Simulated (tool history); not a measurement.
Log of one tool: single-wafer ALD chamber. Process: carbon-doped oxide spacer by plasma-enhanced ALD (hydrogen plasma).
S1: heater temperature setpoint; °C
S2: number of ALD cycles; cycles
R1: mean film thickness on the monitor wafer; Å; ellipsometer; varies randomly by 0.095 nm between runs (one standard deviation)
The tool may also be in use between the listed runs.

Run 1, hour 0: S1 385 °C, S2 569 cycles. Result: R1 278.18 Å.
Run 2, hour 2: S1 385 °C, S2 541 cycles. Result: R1 262.04 Å.
Run 3, hour 8.7: S1 385 °C, S2 575 cycles. Result: R1 277.84 Å.
Run 4, hour 17.3: S1 385 °C, S2 614 cycles. Result: R1 298.98 Å.
Run 5, hour 25.3: S1 385 °C, S2 561 cycles. Result: R1 272.2 Å.
Run 6, hour 28.2: S1 393 °C, S2 561 cycles. Result: R1 273.61 Å.
Run 7, hour 31.9: S1 393 °C, S2 535 cycles. Result: R1 259.94 Å.
Run 8, hour 34.6: S1 393 °C, S2 514 cycles. Result: R1 248.47 Å.
Run 9, hour 37.3: S1 393 °C, S2 498 cycles. Result: R1 243.89 Å.
Run 10, hour 39.8: S1 393 °C, S2 482 cycles. Result: R1 235.47 Å.
Run 11, hour 48.9: S1 393 °C, S2 470 cycles. Result: R1 228.39 Å.
Run 12, hour 55: S1 393 °C, S2 461 cycles. Result: R1 221.8 Å.

Run 13 is up next; what results do you expect?
Run 13, hour 59.8: S1 393 °C, S2 455 cycles. Result: R1 ?.

{"run 13": {"R1": 219.98}}
